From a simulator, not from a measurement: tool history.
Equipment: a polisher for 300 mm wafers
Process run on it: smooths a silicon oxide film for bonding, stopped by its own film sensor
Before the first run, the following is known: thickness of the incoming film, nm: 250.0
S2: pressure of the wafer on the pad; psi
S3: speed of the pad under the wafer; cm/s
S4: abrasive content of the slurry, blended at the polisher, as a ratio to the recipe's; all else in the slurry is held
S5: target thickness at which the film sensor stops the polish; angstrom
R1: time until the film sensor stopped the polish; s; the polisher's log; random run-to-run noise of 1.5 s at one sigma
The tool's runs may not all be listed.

Run 1, day 0: flow of slurry (ml/min) 190, S2 2.8 psi, S3 70 cm/s, S4 1, S5 2130 angstrom. Result: R1 56.339 s.
Run 2, day 0.221: flow of slurry (ml/min) 190, S2 2.8 psi, S3 70 cm/s, S4 0.9, S5 2130 angstrom. Result: R1 56.185 s.
Run 3, day 0.446: flow of slurry (ml/min) 190, S2 2.8 psi, S3 70 cm/s, S4 0.9, S5 2160 angstrom. Result: R1 52.841 s.
Run 4, day 0.554: flow of slurry (ml/min) 190, S2 2.2 psi, S3 70 cm/s, S4 0.9, S5 2160 angstrom. Result: R1 65.127 s.
Run 5, day 0.612: flow of slurry (ml/min) 190, S2 2.2 psi, S3 70 cm/s, S4 0.9, S5 2160 angstrom. Result: R1 65.426 s.
Run 6, day 0.988: flow of slurry (ml/min) 190, S2 2.2 psi, S3 70 cm/s, S4 0.9, S5 2160 angstrom. Result: R1 64.98 s.

The next listed run, before its measurement:
Run 7, day 1.329: flow of slurry (ml/min) 190, S2 2.1 psi, S3 70 cm/s, S4 0.9, S5 2160 angstrom. Result: R1 ?.

Run 7 measured R1 67.131 s.

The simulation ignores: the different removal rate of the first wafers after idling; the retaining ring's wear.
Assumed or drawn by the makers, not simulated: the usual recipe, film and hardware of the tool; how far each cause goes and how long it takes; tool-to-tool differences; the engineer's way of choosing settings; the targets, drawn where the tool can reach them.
